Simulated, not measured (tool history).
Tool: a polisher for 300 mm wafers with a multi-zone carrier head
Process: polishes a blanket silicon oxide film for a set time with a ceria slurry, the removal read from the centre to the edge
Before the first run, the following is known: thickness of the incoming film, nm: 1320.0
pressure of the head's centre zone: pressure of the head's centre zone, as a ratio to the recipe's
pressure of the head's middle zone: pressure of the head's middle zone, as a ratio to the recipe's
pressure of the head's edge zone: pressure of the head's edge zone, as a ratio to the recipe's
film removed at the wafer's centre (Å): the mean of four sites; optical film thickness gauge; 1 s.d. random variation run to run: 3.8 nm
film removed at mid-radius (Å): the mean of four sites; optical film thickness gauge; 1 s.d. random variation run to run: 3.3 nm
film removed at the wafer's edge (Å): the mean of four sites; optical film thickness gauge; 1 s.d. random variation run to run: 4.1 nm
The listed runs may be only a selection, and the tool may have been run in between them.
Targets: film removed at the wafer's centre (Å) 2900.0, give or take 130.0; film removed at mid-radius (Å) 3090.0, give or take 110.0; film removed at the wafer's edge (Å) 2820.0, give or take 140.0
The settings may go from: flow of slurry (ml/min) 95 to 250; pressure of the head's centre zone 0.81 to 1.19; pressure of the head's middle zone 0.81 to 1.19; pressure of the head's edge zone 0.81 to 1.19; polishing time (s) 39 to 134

run  hour  flow of slurry (ml/min)  pressure of the head's centre zone  pressure of the head's middle zone  pressure of the head's edge zone  polishing time (s)  film removed at the wafer's centre (Å)  film removed at mid-radius (Å)  film removed at the wafer's edge (Å)
  1   0.0                      160                                1.00                                1.00                              1.00                  86                                  4161.7                          4136.3                                4088.2
  2   6.6                      160                                1.08                                1.00                              1.00                  86                                  4506.2                          4187.3                                4206.2
  3   9.3                      160                                1.08                                1.00                              1.00                 103                                  5383.5                          4861.3                                5065.0
  4  17.9                      160                                1.12                                1.00                              1.00                 103                                  5643.0                          4817.4                                4946.3
  5  23.1                      160                                1.04                                1.00                              1.00                 103                                  5288.8                          4831.6                                5040.3
  6  28.7                      160                                1.04                                1.00                              0.96                 103                                  5144.8                          4950.9                                4862.1
  7  32.6                      140                                0.98                                0.92                              0.86                  79                                  3702.4                          3521.1                                3476.1
  8  34.5                      140                                0.98                                0.92                              0.86                  79                                  3757.1                          3521.3                                3461.8
  9  42.2                      135                                0.90                                0.99                              0.81                  61                                  2588.4                          2846.0                                2707.6
 10  51.0                      140                                0.91                                1.00                              0.81                  61                                  2631.2                          2912.6                                2661.7
 11  59.5                      145                                0.91                                1.00                              0.82                  61                                  2640.1                          2926.5                                2707.5
 12  67.6                      150                                0.92                                1.00                              0.82                  61                                  2651.3                          2870.9                                2662.6
 13  72.1                      150                                0.93                                1.00                              0.82                  62                                  2731.8                          2965.6                                2690.1

4 next moves are on the table. One of them brings every result within its allowed miss. Which?
  A  76.6                      155                                0.93                                0.98                              0.81                  65                                       ?                               ?                                     ?
  B  76.6                      145                                0.91                                0.97                              0.92                  67                                       ?                               ?                                     ?
  C  76.6                      170                                0.89                                0.98                              0.84                  59                                       ?                               ?                                     ?
  D  76.6                      140                                0.87                                1.06                              0.88                  61                                       ?                               ?                                     ?

move  film removed at the wafer's centre (Å)  film removed at mid-radius (Å)  film removed at the wafer's edge (Å)
   A                                  2850.2                          3040.2                                2836.0
   B                                  2843.6                          3083.0                                3050.8
   C                                  2510.1                          2795.1                                2634.0
   D                                  2461.3                          2965.6                                2716.5
A: hits every target within its allowed miss
B: gets the furthest-off result to its target, but another result is out of tolerance
C: misses by more than the last run did
D: misses by more than the last run did
A meets every target.

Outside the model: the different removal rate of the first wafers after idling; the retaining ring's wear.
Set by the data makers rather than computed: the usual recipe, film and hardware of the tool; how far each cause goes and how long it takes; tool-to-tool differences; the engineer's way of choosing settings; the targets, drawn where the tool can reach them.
